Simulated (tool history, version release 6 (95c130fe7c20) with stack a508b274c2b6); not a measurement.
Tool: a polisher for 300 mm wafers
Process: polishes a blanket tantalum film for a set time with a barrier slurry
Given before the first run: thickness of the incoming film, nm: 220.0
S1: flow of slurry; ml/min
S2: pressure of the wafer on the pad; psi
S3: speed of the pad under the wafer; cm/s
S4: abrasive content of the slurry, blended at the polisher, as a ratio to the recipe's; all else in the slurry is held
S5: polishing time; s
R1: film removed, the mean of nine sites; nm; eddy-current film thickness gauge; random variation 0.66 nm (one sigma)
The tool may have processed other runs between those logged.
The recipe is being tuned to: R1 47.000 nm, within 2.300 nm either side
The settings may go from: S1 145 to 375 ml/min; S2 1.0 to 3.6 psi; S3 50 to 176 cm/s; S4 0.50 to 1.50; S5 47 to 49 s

{"run": 1, "hour": 0.0, "S1": 240, "S2": 2.3, "S3": 112, "S4": 1.0, "S5": 47, "R1": 108.42}
{"run": 2, "hour": 7.2, "S1": 240, "S2": 2.3, "S3": 112, "S4": 1.0, "S5": 47, "R1": 108.78}
{"run": 3, "hour": 10.5, "S1": 240, "S2": 2.3, "S3": 136, "S4": 1.0, "S5": 47, "R1": 129.33}
{"run": 4, "hour": 13.2, "S1": 240, "S2": 2.6, "S3": 136, "S4": 1.0, "S5": 47, "R1": 149.4}
{"run": 5, "hour": 20.9, "S1": 240, "S2": 2.3, "S3": 126, "S4": 1.0, "S5": 47, "R1": 125.67}
{"run": 6, "hour": 27.2, "S1": 240, "S2": 2.1, "S3": 114, "S4": 1.0, "S5": 47, "R1": 104.74}
{"run": 7, "hour": 32.3, "S1": 240, "S2": 1.9, "S3": 104, "S4": 1.0, "S5": 47, "R1": 85.367}
{"run": 8, "hour": 38.8, "S1": 240, "S2": 1.7, "S3": 100, "S4": 1.0, "S5": 47, "R1": 73.897}
{"run": 9, "hour": 39.6, "S1": 240, "S2": 1.6, "S3": 98, "S4": 1.0, "S5": 47, "R1": 68.544}
{"run": 10, "hour": 42.8, "S1": 240, "S2": 1.5, "S3": 96, "S4": 1.0, "S5": 47, "R1": 62.399}
{"run": 11, "hour": 51.5, "S1": 240, "S2": 1.0, "S3": 92, "S4": 1.0, "S5": 47, "R1": 41.336}
{"run": 12, "hour": 52.1, "S1": 240, "S2": 1.0, "S3": 92, "S4": 1.0, "S5": 47, "R1": 41.205}

Exactly one of the 4 candidate moves below puts every result within its allowed miss. Which one?
{"run": "A", "hour": 52.7, "S1": 215, "S2": 1.3, "S3": 88, "S4": 1.05, "S5": 49, "R1": "?"}
{"run": "B", "hour": 52.7, "S1": 270, "S2": 1.0, "S3": 92, "S4": 0.8, "S5": 47, "R1": "?"}
{"run": "C", "hour": 52.7, "S1": 235, "S2": 1.2, "S3": 94, "S4": 1.1, "S5": 49, "R1": "?"}
{"run": "D", "hour": 52.7, "S1": 205, "S2": 1.0, "S3": 106, "S4": 1.0, "S5": 47, "R1": "?"}

move=A R1=51.227
move=B R1=36.659
move=C R1=51.920
move=D R1=44.889
A: pushes the last run's worst result past its target
B: the biggest miss grows against the last run
C: pushes the last run's worst result past its target
D: each result inside its tolerance
D meets every target.
